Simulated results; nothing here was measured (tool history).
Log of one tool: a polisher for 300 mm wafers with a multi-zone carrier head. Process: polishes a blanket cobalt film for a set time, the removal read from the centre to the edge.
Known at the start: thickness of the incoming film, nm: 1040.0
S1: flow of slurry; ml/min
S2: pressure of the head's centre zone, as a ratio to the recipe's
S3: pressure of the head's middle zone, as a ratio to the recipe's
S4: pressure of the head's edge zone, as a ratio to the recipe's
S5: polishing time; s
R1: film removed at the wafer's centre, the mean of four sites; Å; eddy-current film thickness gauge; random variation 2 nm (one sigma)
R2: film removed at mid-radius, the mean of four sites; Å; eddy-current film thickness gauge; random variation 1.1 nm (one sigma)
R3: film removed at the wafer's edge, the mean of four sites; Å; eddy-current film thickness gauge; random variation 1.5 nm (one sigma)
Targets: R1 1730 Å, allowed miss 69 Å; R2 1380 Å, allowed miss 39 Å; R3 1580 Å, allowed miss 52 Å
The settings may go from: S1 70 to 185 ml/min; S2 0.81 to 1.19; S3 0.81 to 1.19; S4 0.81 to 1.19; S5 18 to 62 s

{"run": 1, "hour": 0.0, "S1": 120, "S2": 1, "S3": 1, "S4": 1, "S5": 40, "R1": 1199.2, "R2": 1196.8, "R3": 1228.1}
{"run": 2, "hour": 8.7, "S1": 130, "S2": 1.04, "S3": 0.98, "S4": 1.05, "S5": 41, "R1": 1303.2, "R2": 1240.4, "R3": 1324.4}
{"run": 3, "hour": 11.5, "S1": 130, "S2": 1.04, "S3": 1.06, "S4": 1.05, "S5": 41, "R1": 1324.5, "R2": 1344, "R3": 1298.7}
{"run": 4, "hour": 14.4, "S1": 130, "S2": 0.99, "S3": 1.06, "S4": 1.05, "S5": 41, "R1": 1247.4, "R2": 1352.3, "R3": 1321.3}
{"run": 5, "hour": 18.8, "S1": 140, "S2": 1.04, "S3": 1.02, "S4": 1.09, "S5": 42, "R1": 1370, "R2": 1344.7, "R3": 1382.2}
{"run": 6, "hour": 21.9, "S1": 150, "S2": 1.07, "S3": 0.99, "S4": 1.11, "S5": 43, "R1": 1446.2, "R2": 1337.4, "R3": 1442.8}
{"run": 7, "hour": 28.5, "S1": 155, "S2": 1.1, "S3": 0.98, "S4": 1.13, "S5": 44, "R1": 1551.7, "R2": 1400, "R3": 1466.7}
{"run": 8, "hour": 31.3, "S1": 160, "S2": 1.11, "S3": 0.95, "S4": 1.14, "S5": 45, "R1": 1600.8, "R2": 1383.5, "R3": 1556.7}
{"run": 9, "hour": 33.3, "S1": 165, "S2": 1.13, "S3": 0.94, "S4": 1.14, "S5": 45, "R1": 1644.9, "R2": 1395.1, "R3": 1563.6}

Which of these 4 next moves meets every target?
{"run": "A", "hour": 35.3, "S1": 165, "S2": 1.19, "S3": 0.96, "S4": 1.12, "S5": 44, "R1": "?", "R2": "?", "R3": "?"}
{"run": "B", "hour": 35.3, "S1": 145, "S2": 1.19, "S3": 0.88, "S4": 1.19, "S5": 46, "R1": "?", "R2": "?", "R3": "?"}
{"run": "C", "hour": 35.3, "S1": 185, "S2": 1.19, "S3": 0.82, "S4": 1.08, "S5": 47, "R1": "?", "R2": "?", "R3": "?"}
{"run": "D", "hour": 35.3, "S1": 135, "S2": 1.14, "S3": 0.89, "S4": 1.07, "S5": 49, "R1": "?", "R2": "?", "R3": "?"}

move=A R1=1700.6 R2=1387.8 R3=1516.8
move=B R1=1727 R2=1315.6 R3=1608.2
move=C R1=1855 R2=1327 R3=1616.8
move=D R1=1731.1 R2=1393.2 R3=1604
A: brings the result that was furthest off to its target, and leaves another outside
B: brings the result that was furthest off to its target, and leaves another outside
C: takes the result that was furthest off past its target
D: meets every target
The right move is D.

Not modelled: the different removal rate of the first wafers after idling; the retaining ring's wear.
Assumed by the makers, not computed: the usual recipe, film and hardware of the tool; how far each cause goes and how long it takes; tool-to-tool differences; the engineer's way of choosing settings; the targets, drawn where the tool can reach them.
